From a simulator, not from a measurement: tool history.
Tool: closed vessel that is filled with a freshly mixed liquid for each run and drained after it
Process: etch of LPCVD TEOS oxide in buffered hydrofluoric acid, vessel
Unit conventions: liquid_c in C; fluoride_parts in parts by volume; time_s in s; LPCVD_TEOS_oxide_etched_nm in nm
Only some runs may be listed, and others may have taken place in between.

Run 1, hour 0: liquid_c 21 C, fluoride_parts 9.5 parts by volume, time_s 95 s. Result: LPCVD_TEOS_oxide_etched_nm 196.71 nm.
Run 2, hour 2: liquid_c 23 C, fluoride_parts 9 parts by volume, time_s 95 s. Result: LPCVD_TEOS_oxide_etched_nm 233.58 nm.
Run 3, hour 3.4: liquid_c 23 C, fluoride_parts 11 parts by volume, time_s 95 s. Result: LPCVD_TEOS_oxide_etched_nm 194.26 nm.
Run 4, hour 5.2: liquid_c 23 C, fluoride_parts 11 parts by volume, time_s 95 s. Result: LPCVD_TEOS_oxide_etched_nm 196.62 nm.
Run 5, hour 10.6: liquid_c 24.5 C, fluoride_parts 10 parts by volume, time_s 95 s. Result: LPCVD_TEOS_oxide_etched_nm 225.25 nm.
Run 6, hour 17.5: liquid_c 24.5 C, fluoride_parts 8 parts by volume, time_s 95 s. Result: LPCVD_TEOS_oxide_etched_nm 284.26 nm.
Run 7, hour 20.5: liquid_c 25.5 C, fluoride_parts 8 parts by volume, time_s 95 s. Result: LPCVD_TEOS_oxide_etched_nm 301.45 nm.

For run 8, what comes out?
Run 8, hour 28.3: liquid_c 26.5 C, fluoride_parts 8 parts by volume, time_s 95 s. Result: LPCVD_TEOS_oxide_etched_nm ?.

{"run 8": {"LPCVD_TEOS_oxide_etched_nm": 318.9}}
